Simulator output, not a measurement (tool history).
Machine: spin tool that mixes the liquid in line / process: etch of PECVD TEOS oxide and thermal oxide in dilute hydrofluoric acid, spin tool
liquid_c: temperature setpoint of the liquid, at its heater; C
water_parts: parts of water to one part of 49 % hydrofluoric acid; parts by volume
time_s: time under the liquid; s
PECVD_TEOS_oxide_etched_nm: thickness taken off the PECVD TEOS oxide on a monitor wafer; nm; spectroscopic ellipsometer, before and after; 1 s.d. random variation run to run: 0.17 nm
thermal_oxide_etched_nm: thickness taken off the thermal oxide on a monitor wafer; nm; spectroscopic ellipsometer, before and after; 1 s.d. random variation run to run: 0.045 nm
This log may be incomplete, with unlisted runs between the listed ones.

| run | hour | liquid_c | water_parts | time_s | PECVD_TEOS_oxide_etched_nm | thermal_oxide_etched_nm |
|---|---|---|---|---|---|---|
| 1 | 0.0 | 23.0 | 40 | 55 | 14.879 | 7.0923 |
| 2 | 4.9 | 25.5 | 40 | 55 | 16.430 | 7.8929 |
| 3 | 5.8 | 25.5 | 40 | 35 | 10.517 | 5.0283 |
| 4 | 10.5 | 27.0 | 35 | 35 | 13.012 | 6.1647 |
| 5 | 14.4 | 28.0 | 30 | 35 | 15.774 | 7.4729 |
| 6 | 19.4 | 29.0 | 25 | 35 | 20.161 | 9.5395 |

What will run 7 give?
| 7 | 26.4 | 29.5 | 25 | 35 | ? | ? |

Run 7 came out at PECVD_TEOS_oxide_etched_nm 20.149 nm, thermal_oxide_etched_nm 9.7217 nm.

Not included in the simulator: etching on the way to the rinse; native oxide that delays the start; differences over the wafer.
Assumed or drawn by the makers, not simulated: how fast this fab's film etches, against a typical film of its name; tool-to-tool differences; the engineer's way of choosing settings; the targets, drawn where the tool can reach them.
